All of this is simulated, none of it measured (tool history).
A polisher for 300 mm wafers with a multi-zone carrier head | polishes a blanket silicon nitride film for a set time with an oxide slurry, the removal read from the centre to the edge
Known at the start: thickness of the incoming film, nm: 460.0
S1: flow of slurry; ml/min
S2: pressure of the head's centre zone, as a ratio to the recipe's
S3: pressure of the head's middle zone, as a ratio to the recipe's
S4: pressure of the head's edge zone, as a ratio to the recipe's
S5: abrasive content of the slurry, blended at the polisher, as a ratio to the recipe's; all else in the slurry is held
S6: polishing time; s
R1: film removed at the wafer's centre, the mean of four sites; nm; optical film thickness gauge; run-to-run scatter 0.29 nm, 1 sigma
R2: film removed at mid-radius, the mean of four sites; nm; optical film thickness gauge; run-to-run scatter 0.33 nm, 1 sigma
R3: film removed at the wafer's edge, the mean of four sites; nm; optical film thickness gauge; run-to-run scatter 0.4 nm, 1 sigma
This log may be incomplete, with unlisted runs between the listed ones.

run 1 hour=0.0 | S1=245 S2=1.00 S3=1.00 S4=1.00 S5=1.00 S6=49 | R1=37.177 R2=36.747 R3=37.101
run 2 hour=6.3 | S1=240 S2=1.01 S3=0.98 S4=0.99 S5=1.00 S6=49 | R1=38.321 R2=35.739 R3=37.948
run 3 hour=9.6 | S1=240 S2=1.01 S3=1.05 S4=0.99 S5=1.00 S6=49 | R1=37.993 R2=38.197 R3=36.922
run 4 hour=16.6 | S1=235 S2=1.02 S3=1.03 S4=0.98 S5=1.00 S6=49 | R1=38.081 R2=37.609 R3=36.420
run 5 hour=20.5 | S1=235 S2=1.02 S3=1.03 S4=0.98 S5=1.20 S6=49 | R1=40.557 R2=40.903 R3=39.283
run 6 hour=23.8 | S1=210 S2=1.02 S3=1.03 S4=0.98 S5=1.20 S6=49 | R1=39.526 R2=38.935 R3=39.043

Forecast run 7:
run 7 hour=28.6 | S1=160 S2=1.05 S3=0.97 S4=0.88 S5=1.15 S6=49 | R1=? R2=? R3=?

R1: 38.746 nm
R2: 35.290 nm
R3: 34.957 nm
